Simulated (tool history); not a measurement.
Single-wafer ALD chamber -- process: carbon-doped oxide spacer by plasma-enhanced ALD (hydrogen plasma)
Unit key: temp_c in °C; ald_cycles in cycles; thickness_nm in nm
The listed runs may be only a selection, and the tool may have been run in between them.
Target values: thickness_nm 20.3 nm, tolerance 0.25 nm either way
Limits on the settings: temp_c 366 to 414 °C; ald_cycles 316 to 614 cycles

| run | day | temp_c | ald_cycles | thickness_nm |
|---|---|---|---|---|
| 1 | 0 | 390 | 465 | 21.661 |
| 2 | 0.175 | 390 | 531 | 24.773 |
| 3 | 0.55 | 390 | 558 | 26.189 |
| 4 | 0.729 | 381 | 558 | 26.151 |
| 5 | 0.833 | 381 | 614 | 28.585 |
| 6 | 0.904 | 381 | 550 | 25.579 |
| 7 | 1.292 | 381 | 476 | 22.188 |
| 8 | 1.558 | 381 | 461 | 21.441 |
| 9 | 1.775 | 381 | 461 | 21.381 |
| 10 | 2.05 | 381 | 453 | 21.074 |
| 11 | 2.317 | 381 | 447 | 20.839 |
| 12 | 2.642 | 381 | 443 | 20.555 |

Exercise: of the 5 proposed moves below, exactly one satisfies all targets within the stated allowed misses. Which move is it?
| A | 2.967 | 367 | 420 | ? |
| B | 2.967 | 379 | 434 | ? |
| C | 2.967 | 378 | 425 | ? |
| D | 2.967 | 386 | 421 | ? |
| E | 2.967 | 381 | 426 | ? |

| move | thickness_nm |
|---|---|
| A | 19.691 |
| B | 20.348 |
| C | 19.926 |
| D | 19.738 |
| E | 19.972 |
A: carries the result that was furthest off beyond its target, to the other side
B: in spec on every target
C: carries the result that was furthest off beyond its target, to the other side
D: carries the result that was furthest off beyond its target, to the other side
E: carries the result that was furthest off beyond its target, to the other side
B is the move that brings every result within its allowed miss.
